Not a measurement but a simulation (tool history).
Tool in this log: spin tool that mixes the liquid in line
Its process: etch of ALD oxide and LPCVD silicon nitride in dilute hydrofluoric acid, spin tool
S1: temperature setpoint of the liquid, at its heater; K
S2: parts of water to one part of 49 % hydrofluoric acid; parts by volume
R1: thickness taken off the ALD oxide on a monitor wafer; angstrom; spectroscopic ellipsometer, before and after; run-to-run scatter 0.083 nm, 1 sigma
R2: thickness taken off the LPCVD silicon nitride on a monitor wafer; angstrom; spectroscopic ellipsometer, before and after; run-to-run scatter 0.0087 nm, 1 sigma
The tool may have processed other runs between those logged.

Run 1, day 0: S1 295.15 K, S2 90 parts by volume, time under the liquid (s) 180. Result: R1 238.1 angstrom, R2 8.5026 angstrom.
Run 2, day 0.267: S1 294.65 K, S2 100 parts by volume, time under the liquid (s) 180. Result: R1 209.54 angstrom, R2 7.1733 angstrom.
Run 3, day 0.483: S1 294.65 K, S2 110 parts by volume, time under the liquid (s) 180. Result: R1 187.83 angstrom, R2 6.3691 angstrom.
Run 4, day 0.579: S1 294.65 K, S2 115 parts by volume, time under the liquid (s) 175. Result: R1 172.53 angstrom, R2 6.1796 angstrom.
Run 5, day 0.908: S1 294.65 K, S2 115 parts by volume, time under the liquid (s) 225. Result: R1 221.66 angstrom, R2 8.2905 angstrom.
Run 6, day 1.162: S1 294.15 K, S2 120 parts by volume, time under the liquid (s) 220. Result: R1 203.39 angstrom, R2 7.5116 angstrom.
Run 7, day 1.458: S1 293.65 K, S2 125 parts by volume, time under the liquid (s) 215. Result: R1 187.93 angstrom, R2 6.7593 angstrom.
Run 8, day 1.75: S1 293.15 K, S2 130 parts by volume, time under the liquid (s) 210. Result: R1 171.34 angstrom, R2 6.147 angstrom.
Run 9, day 1.867: S1 292.65 K, S2 135 parts by volume, time under the liquid (s) 205. Result: R1 156.69 angstrom, R2 5.4305 angstrom.
Run 10, day 2.075: S1 292.65 K, S2 140 parts by volume, time under the liquid (s) 200. Result: R1 144.95 angstrom, R2 5.1192 angstrom.
Run 11, day 2.196: S1 292.65 K, S2 145 parts by volume, time under the liquid (s) 195. Result: R1 137.97 angstrom, R2 4.747 angstrom.

Run 12, settings as shown, results not yet in. Your forecast:
Run 12, day 2.329: S1 292.65 K, S2 145 parts by volume, time under the liquid (s) 190. Result: R1 ?, R2 ?.

Logged for run 12: R1 134.57 angstrom, R2 4.6873 angstrom.
